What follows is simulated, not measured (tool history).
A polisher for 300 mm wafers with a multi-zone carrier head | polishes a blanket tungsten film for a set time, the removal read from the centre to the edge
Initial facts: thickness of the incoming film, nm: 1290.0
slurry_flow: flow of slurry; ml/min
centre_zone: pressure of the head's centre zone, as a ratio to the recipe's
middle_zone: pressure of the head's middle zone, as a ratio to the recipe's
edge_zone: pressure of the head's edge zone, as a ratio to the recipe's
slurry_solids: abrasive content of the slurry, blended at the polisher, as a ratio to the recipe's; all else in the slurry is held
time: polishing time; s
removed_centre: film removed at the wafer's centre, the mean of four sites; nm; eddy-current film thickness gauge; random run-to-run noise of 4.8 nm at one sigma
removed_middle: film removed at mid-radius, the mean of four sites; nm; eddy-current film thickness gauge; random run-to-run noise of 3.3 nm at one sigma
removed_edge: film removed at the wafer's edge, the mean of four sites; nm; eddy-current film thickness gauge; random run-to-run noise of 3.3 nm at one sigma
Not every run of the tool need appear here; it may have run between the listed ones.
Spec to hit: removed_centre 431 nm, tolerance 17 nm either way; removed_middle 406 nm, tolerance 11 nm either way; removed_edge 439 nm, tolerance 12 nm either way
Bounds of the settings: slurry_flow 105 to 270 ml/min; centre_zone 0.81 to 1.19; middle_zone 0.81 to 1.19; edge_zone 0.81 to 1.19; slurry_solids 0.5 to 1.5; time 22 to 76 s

run  hour  slurry_flow  centre_zone  middle_zone  edge_zone  slurry_solids  time  removed_centre  removed_middle  removed_edge
  1     0          175            1            1          1              1    49          363.84           374.9        379.97
  2   2.5          175            1            1          1           0.85    49          348.95          363.49        364.58
  3   8.5          185         1.02            1       1.03            0.9    49           355.7          374.31         378.9
  4   9.3          185         1.02            1       0.96            0.9    49          353.88          369.88        369.97
  5  13.7          195         1.04         0.99       0.99           0.95    49          374.69          381.49        377.32
     14.6  -- centre zone pressure recalibrated
  6  14.6          195         1.04         0.99       0.93           0.95    49          388.84          383.87        367.72
  7  22.7          200         1.05         0.98       0.96              1    49          401.19           380.7        384.49
  8  29.2          210         1.05         0.98       0.98              1    49          405.84          385.23        388.71

Which of these 5 next moves meets every target?
  A  35.7          220         0.96         0.87       0.97           0.95    57               ?               ?             ?
  B  35.7          240         1.19         1.09       0.81            1.1    45               ?               ?             ?
  C  35.7          195         0.81         0.91       1.19           0.85    56               ?               ?             ?
  D  35.7          235         1.18         1.16        0.9              1    47               ?               ?             ?
  E  35.7          220         0.87         0.83       1.17            0.8    55               ?               ?             ?

move  removed_centre  removed_middle  removed_edge
   A          431.38          410.74         441.6
   B          421.64           398.3        338.78
   C          358.12          397.89        456.12
   D          425.68          423.41        358.77
   E          370.28          367.03         442.8
A: hits every target within its allowed miss
B: its largest miss is bigger than the last run's
C: the result that was furthest off in the last run now lies on the other side of its target
D: its largest miss is bigger than the last run's
E: corrects the largest miss of the last run, while another result sits out of spec
The move that meets every target is A.
